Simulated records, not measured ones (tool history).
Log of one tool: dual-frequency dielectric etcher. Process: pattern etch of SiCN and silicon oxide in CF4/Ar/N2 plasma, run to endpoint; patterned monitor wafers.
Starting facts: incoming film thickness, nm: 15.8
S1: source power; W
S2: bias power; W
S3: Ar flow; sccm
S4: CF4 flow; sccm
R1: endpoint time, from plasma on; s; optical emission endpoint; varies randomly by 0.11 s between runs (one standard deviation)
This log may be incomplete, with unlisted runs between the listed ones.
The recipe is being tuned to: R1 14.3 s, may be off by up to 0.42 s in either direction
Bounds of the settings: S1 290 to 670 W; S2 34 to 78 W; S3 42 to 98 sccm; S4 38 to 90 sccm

run  hour   S1  S2  S3  S4      R1
  1     0  480  56  70  64  19.297
  2   1.2  480  49  70  64  20.295
  3     7  480  54  70  64  19.547
  4  10.7  480  54  58  64   19.13
  5  11.9  510  55  58  64  18.067
  6  13.4  530  55  58  64    17.2
  7  21.3  550  55  58  64  16.737
  8  25.4  570  55  58  64  16.267
  9  28.5  580  55  58  64    15.9
 10  33.3  590  55  58  64  15.572
 11  36.7  600  55  58  64  15.389
 12  44.4  610  55  58  64  15.072
 13  45.9  610  55  58  64  15.194
 14  54.3  610  55  58  64  15.274
 15  62.8  620  55  58  64  14.967
 16  70.5  630  55  58  64  14.813

Exercise: of the 5 proposed moves below, exactly one satisfies all targets within the stated allowed misses. Which move is it?
  A  78.2  650  57  52  62   ?
  B  78.2  550  60  51  86   ?
  C  78.2  610  53  53  59   ?
  D  78.2  610  55  56  57   ?
  E  78.2  620  56  59  59   ?

move      R1
   A  14.009
   B  15.374
   C  15.283
   D  15.341
   E   15.07
A: every result lands within tolerance
B: the biggest miss grows against the last run
C: the biggest miss grows against the last run
D: the biggest miss grows against the last run
E: the biggest miss grows against the last run
The right move is A.
